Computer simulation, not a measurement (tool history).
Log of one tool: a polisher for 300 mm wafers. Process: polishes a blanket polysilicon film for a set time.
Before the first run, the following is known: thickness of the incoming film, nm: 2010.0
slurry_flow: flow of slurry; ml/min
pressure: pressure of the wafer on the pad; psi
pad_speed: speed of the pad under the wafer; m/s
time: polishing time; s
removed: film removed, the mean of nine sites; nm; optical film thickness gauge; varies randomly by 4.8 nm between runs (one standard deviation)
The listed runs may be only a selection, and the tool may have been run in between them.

run,day,slurry_flow,pressure,pad_speed,time,removed
1,0.000,180,2.7,0.94,39,249.72
2,0.158,180,2.9,0.94,39,269.93
3,0.358,180,3.1,0.94,39,280.34
4,0.658,180,3.2,0.96,39,305.46
5,0.896,180,3.2,0.86,39,272.03
6,1.221,180,3.2,0.86,39,279.28
7,1.600,180,3.3,0.88,39,286.08

Run 8 comes next. What will it give?
8,1.717,180,3.4,0.90,39,?

removed: 310.91 nm

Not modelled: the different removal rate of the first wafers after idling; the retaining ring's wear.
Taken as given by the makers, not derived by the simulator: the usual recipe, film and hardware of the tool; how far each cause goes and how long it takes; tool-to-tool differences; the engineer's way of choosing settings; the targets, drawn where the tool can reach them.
